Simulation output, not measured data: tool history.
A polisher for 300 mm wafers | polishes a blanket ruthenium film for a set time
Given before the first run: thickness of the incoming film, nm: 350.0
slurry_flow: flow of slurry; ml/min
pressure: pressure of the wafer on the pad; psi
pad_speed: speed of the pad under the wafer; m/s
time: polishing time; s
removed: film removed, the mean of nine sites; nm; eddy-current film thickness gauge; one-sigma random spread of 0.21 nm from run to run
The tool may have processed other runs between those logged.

| run | hour | slurry_flow | pressure | pad_speed | time | removed |
|---|---|---|---|---|---|---|
| 1 | 0.0 | 220 | 2.2 | 1.06 | 22 | 31.300 |
| 2 | 5.2 | 220 | 1.7 | 1.06 | 22 | 25.220 |
| 3 | 8.3 | 225 | 1.8 | 1.06 | 22 | 26.426 |
| 4 | 15.9 | 230 | 1.8 | 1.06 | 22 | 26.707 |
| 5 | 22.6 | 230 | 1.8 | 1.06 | 22 | 26.610 |
| 6 | 28.9 | 230 | 1.4 | 1.06 | 22 | 22.177 |
| 7 | 34.6 | 240 | 1.5 | 1.06 | 22 | 23.476 |
| 8 | 36.2 | 250 | 1.6 | 1.06 | 22 | 24.681 |

Expected results for the next run?
| 9 | 38.1 | 260 | 1.7 | 1.06 | 22 | ? |

removed: 25.804 nm

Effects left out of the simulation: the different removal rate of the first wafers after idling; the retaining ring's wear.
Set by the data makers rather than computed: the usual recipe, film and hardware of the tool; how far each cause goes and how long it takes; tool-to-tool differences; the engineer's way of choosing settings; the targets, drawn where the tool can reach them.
